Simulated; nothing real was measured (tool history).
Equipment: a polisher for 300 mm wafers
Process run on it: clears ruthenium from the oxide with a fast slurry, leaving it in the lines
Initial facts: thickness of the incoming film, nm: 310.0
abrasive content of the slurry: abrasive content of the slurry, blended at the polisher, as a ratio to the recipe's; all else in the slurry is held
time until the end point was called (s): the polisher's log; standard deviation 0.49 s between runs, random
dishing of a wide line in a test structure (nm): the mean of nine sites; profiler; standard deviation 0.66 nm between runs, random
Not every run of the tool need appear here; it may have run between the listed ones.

run  hour  flow of slurry (ml/min)  pressure of the wafer on the pad (kPa)  speed of the pad under the wafer (cm/s)  abrasive content of the slurry  overpolish time after the end point (s)  time until the end point was called (s)  dishing of a wide line in a test structure (nm)
  1   0.0                      145                                    19.3                                      112                             1.0                                       20                                   70.310                                           48.643
  2   2.0                      145                                    19.3                                      112                             0.8                                       20                                   77.362                                           46.198
  3   6.0                      150                                    21.4                                      120                             0.8                                       19                                   63.638                                           49.417
  4  13.0                      155                                    23.4                                      126                             0.8                                       18                                   55.710                                           52.199
  5  17.9                      155                                    24.8                                      132                             0.8                                       17                                   50.946                                           53.429
     25.1  -- slurry blender recalibrated
  6  25.1                      160                                    26.2                                      138                             0.8                                       16                                   41.096                                           57.033
  7  32.6                      165                                    26.9                                      138                             0.8                                       16                                   39.359                                           57.411

What does the tool deliver on the next run?
  8  38.5                      170                                    27.6                                      138                             0.8                                       16                                        ?                                                ?

{"run 8": {"time until the end point was called (s)": 38.581, "dishing of a wide line in a test structure (nm)": 58.013}}
